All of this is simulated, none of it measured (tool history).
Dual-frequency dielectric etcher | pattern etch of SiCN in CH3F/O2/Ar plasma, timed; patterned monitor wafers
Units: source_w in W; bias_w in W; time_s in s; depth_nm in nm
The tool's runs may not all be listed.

Run 1, hour 0.0: source_w 290 W, bias_w 74 W, time_s 26.5 s. Result: depth_nm 9.4104 nm.
Run 2, hour 5.6: source_w 270 W, bias_w 73 W, time_s 26.5 s. Result: depth_nm 8.9900 nm.
Run 3, hour 12.6: source_w 290 W, bias_w 73 W, time_s 26.5 s. Result: depth_nm 9.2512 nm.
Run 4, hour 18.8: source_w 270 W, bias_w 72 W, time_s 26.5 s. Result: depth_nm 8.9199 nm.
Run 5, hour 20.8: source_w 220 W, bias_w 72 W, time_s 26.5 s. Result: depth_nm 7.9607 nm.
Run 6, hour 25.2: source_w 180 W, bias_w 72 W, time_s 26.5 s. Result: depth_nm 6.9913 nm.
Run 7, hour 32.7: source_w 200 W, bias_w 72 W, time_s 26.5 s. Result: depth_nm 7.5286 nm.
Run 8, hour 41.3: source_w 210 W, bias_w 72 W, time_s 26.5 s. Result: depth_nm 7.7159 nm.

The next listed run, before its measurement:
Run 9, hour 47.7: source_w 220 W, bias_w 72 W, time_s 26.5 s. Result: depth_nm ?.

depth_nm: 7.9621 nm

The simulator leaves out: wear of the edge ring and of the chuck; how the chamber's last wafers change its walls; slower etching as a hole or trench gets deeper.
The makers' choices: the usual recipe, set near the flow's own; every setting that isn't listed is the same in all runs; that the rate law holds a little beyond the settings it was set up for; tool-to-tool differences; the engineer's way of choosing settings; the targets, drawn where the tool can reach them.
